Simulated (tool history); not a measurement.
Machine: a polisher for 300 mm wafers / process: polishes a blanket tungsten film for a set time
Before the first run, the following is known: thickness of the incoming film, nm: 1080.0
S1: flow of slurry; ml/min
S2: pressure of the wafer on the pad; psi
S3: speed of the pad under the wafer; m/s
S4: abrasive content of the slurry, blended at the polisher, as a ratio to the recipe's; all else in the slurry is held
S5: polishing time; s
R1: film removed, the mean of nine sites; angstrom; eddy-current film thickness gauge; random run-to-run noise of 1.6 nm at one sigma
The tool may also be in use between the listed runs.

run    day   S1   S2    S3   S4  S5      R1
  1  0.000  240  4.6  1.14  1.0  30  1997.9
  2  0.350  240  4.6  0.96  1.0  30  1725.2
  3  0.462  240  4.4  0.96  1.0  30  1636.1
  4  0.704  240  4.3  0.96  1.0  30  1604.1
  5  0.783  240  4.2  0.96  1.0  30  1586.2
  6  1.075  240  4.1  0.96  1.0  30  1546.3
  7  1.133  240  4.0  0.96  1.0  30  1507.6

For run 8, what comes out?
  8  1.375  240  3.9  0.96  1.0  30   ?

Run 8 came out at R1 1472.8 angstrom.
